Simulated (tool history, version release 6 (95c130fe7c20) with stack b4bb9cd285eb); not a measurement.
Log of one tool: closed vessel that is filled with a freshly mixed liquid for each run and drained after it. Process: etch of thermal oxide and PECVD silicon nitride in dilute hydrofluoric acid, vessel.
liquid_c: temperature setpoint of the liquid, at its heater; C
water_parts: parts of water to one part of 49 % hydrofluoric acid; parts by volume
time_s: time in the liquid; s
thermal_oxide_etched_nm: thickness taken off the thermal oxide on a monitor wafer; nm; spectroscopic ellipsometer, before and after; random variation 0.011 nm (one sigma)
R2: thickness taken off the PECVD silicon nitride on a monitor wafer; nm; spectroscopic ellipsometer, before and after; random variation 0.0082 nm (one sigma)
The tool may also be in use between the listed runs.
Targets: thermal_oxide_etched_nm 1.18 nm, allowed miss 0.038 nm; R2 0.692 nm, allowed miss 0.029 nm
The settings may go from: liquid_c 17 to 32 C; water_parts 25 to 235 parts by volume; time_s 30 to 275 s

Run 1, hour 0: liquid_c 24 C, water_parts 130 parts by volume, time_s 140 s. Result: thermal_oxide_etched_nm 4.8942 nm, R2 2.8579 nm.
Run 2, hour 6.1: liquid_c 24 C, water_parts 130 parts by volume, time_s 175 s. Result: thermal_oxide_etched_nm 6.1387 nm, R2 3.6032 nm.
Run 3, hour 9.7: liquid_c 23 C, water_parts 155 parts by volume, time_s 155 s. Result: thermal_oxide_etched_nm 4.26 nm, R2 2.5297 nm.
Run 4, hour 15.8: liquid_c 22 C, water_parts 175 parts by volume, time_s 140 s. Result: thermal_oxide_etched_nm 3.2015 nm, R2 1.8741 nm.
Run 5, hour 17.6: liquid_c 21.5 C, water_parts 190 parts by volume, time_s 125 s. Result: thermal_oxide_etched_nm 2.5519 nm, R2 1.5282 nm.
Run 6, hour 21.1: liquid_c 21.5 C, water_parts 190 parts by volume, time_s 75 s. Result: thermal_oxide_etched_nm 1.5333 nm, R2 0.89724 nm.
Run 7, hour 22.7: liquid_c 19.5 C, water_parts 225 parts by volume, time_s 80 s. Result: thermal_oxide_etched_nm 1.2122 nm, R2 0.69459 nm.
Run 8, hour 27.8: liquid_c 20 C, water_parts 230 parts by volume, time_s 80 s. Result: thermal_oxide_etched_nm 1.2111 nm, R2 0.716 nm.

5 next moves are on the table. One of them brings every result within its allowed miss. Which?
Run A, hour 32.9: liquid_c 22.5 C, water_parts 235 parts by volume, time_s 75 s. Result: thermal_oxide_etched_nm ?, R2 ?.
Run B, hour 32.9: liquid_c 17.5 C, water_parts 200 parts by volume, time_s 80 s. Result: thermal_oxide_etched_nm ?, R2 ?.
Run C, hour 32.9: liquid_c 19.5 C, water_parts 235 parts by volume, time_s 80 s. Result: thermal_oxide_etched_nm ?, R2 ?.
Run D, hour 32.9: liquid_c 19 C, water_parts 200 parts by volume, time_s 75 s. Result: thermal_oxide_etched_nm ?, R2 ?.
Run E, hour 32.9: liquid_c 18 C, water_parts 230 parts by volume, time_s 95 s. Result: thermal_oxide_etched_nm ?, R2 ?.

move  thermal_oxide_etched_nm       R2
   A                   1.2204  0.78094
   B                   1.3069  0.70301
   C                   1.1636  0.68699
   D                   1.2997  0.72841
   E                   1.3389  0.75474
A: further off than the last run
B: brings the result that was furthest off to its target, and leaves another outside
C: meets every target
D: further off than the last run
E: further off than the last run
The right move is C.

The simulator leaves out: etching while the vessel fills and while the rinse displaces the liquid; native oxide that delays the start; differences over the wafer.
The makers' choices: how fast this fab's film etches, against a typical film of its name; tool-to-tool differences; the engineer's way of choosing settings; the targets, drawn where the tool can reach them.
